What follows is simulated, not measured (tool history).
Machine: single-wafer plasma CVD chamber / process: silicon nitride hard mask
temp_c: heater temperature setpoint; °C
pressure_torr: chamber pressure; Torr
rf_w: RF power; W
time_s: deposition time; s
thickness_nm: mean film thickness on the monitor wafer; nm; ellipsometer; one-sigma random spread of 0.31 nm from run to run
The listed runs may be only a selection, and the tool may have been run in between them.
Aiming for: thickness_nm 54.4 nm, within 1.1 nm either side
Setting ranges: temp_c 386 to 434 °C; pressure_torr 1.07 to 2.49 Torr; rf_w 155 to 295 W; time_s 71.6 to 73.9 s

run	hour	temp_c	pressure_torr	rf_w	time_s	thickness_nm
1	0	410	1.78	225	71.6	72.262
2	3.9	417	1.78	225	71.6	71.553
3	8.1	417	1.78	225	71.6	71.763
4	13	417	1.78	255	71.6	78.455
5	17.3	411	1.78	255	71.6	78.802
6	25.2	407	1.78	255	71.6	78.971
7	27.7	409	1.42	220	71.6	66.171
8	35.8	409	1.35	210	71.6	62.577
9	42.5	409	1.3	205	71.6	60.801
10	48.6	409	1.3	205	71.6	61.295
11	49.3	409	1.07	175	71.6	51.477
12	52.4	409	1.07	175	71.6	51.686
13	60.4	409	1.11	175	71.6	51.526
14	66.2	409	1.11	175	71.6	52.129
15	72.7	409	1.15	175	71.6	52.903
16	73.2	409	1.17	175	71.6	52.756
17	75.8	409	1.2	175	71.6	53.477
18	79.6	409	1.21	175	71.6	53.504

Exercise: of the 5 proposed moves below, exactly one satisfies all targets within the stated allowed misses. Which move is it?
A	83.4	402	1.18	165	72.1	?
B	83.4	411	1.25	165	73.1	?
C	83.4	402	1.07	180	71.6	?
D	83.4	417	1.24	170	71.6	?
E	83.4	406	1.21	180	71.6	?

move	thickness_nm
A	50.83
B	52.241
C	52.478
D	52.15
E	54.403
A: the biggest miss grows against the last run
B: the biggest miss grows against the last run
C: the biggest miss grows against the last run
D: the biggest miss grows against the last run
E: each result inside its tolerance
The move that meets every target is E.

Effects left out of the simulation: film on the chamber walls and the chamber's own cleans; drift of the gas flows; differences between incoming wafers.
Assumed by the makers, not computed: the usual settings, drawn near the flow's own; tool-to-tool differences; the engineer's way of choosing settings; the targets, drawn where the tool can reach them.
